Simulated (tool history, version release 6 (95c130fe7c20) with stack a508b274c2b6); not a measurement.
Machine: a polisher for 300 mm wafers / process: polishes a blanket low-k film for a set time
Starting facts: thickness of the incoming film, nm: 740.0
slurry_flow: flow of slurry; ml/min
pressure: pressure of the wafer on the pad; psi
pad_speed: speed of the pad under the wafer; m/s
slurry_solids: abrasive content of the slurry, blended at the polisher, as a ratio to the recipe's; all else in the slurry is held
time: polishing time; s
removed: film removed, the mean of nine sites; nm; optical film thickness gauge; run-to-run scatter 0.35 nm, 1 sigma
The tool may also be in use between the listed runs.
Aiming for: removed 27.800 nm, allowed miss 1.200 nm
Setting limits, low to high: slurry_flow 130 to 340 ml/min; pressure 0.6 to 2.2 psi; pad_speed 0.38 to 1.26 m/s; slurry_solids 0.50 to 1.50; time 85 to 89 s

run 1 hour=0.0 | slurry_flow=220 pressure=1.4 pad_speed=0.82 slurry_solids=1.00 time=85 | removed=17.808
run 2 hour=5.2 | slurry_flow=185 pressure=1.4 pad_speed=0.82 slurry_solids=1.00 time=85 | removed=17.139
run 3 hour=12.0 | slurry_flow=185 pressure=1.4 pad_speed=0.82 slurry_solids=1.00 time=89 | removed=18.216
run 4 hour=19.8 | slurry_flow=185 pressure=1.4 pad_speed=0.98 slurry_solids=1.00 time=89 | removed=20.874
run 5 hour=24.0 | slurry_flow=185 pressure=1.4 pad_speed=1.18 slurry_solids=1.00 time=89 | removed=24.082
run 6 hour=27.8 | slurry_flow=190 pressure=1.4 pad_speed=1.18 slurry_solids=1.00 time=89 | removed=24.158
run 7 hour=33.3 | slurry_flow=190 pressure=1.4 pad_speed=1.18 slurry_solids=1.00 time=89 | removed=24.734
run 8 hour=38.7 | slurry_flow=195 pressure=1.4 pad_speed=1.18 slurry_solids=1.00 time=89 | removed=24.156

Below are 4 possible settings for the next run. Only one of them brings all results inside the allowed miss of their targets. Which is it?
run A hour=44.1 | slurry_flow=175 pressure=1.3 pad_speed=1.24 slurry_solids=0.90 time=87 | removed=?
run B hour=44.1 | slurry_flow=255 pressure=1.9 pad_speed=1.08 slurry_solids=0.85 time=87 | removed=?
run C hour=44.1 | slurry_flow=205 pressure=1.3 pad_speed=1.08 slurry_solids=1.00 time=87 | removed=?
run D hour=44.1 | slurry_flow=220 pressure=1.9 pad_speed=1.12 slurry_solids=1.05 time=86 | removed=?

move=A removed=21.647
move=B removed=27.678
move=C removed=20.625
move=D removed=30.505
A: misses by more than the last run did
B: all results land within tolerance of their targets
C: misses by more than the last run did
D: takes the result that was furthest off past its target
The right move is B.
